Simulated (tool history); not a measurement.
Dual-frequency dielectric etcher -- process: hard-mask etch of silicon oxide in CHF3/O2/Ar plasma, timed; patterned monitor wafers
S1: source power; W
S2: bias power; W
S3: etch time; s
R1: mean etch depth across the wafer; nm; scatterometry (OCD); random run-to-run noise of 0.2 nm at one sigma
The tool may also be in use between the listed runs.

run,hour,S1,S2,S3,R1
1,0,840,141,21,43.833
2,5.3,840,141,21,43.44
3,12.9,800,136,21,42.189
4,20.1,760,132,21,40.761
5,28.5,720,130,21,39.788
6,30.3,720,130,21,40.18
7,32.9,690,127,21,38.885
8,37,660,126,21,38.501
9,37.8,520,105,20.5,32.506
10,43.8,540,106,20.5,33.228
11,49.3,550,106,20.5,33.667

Forecast run 12:
12,50.1,560,106,20.5,?

Run 12 measured R1 33.982 nm.
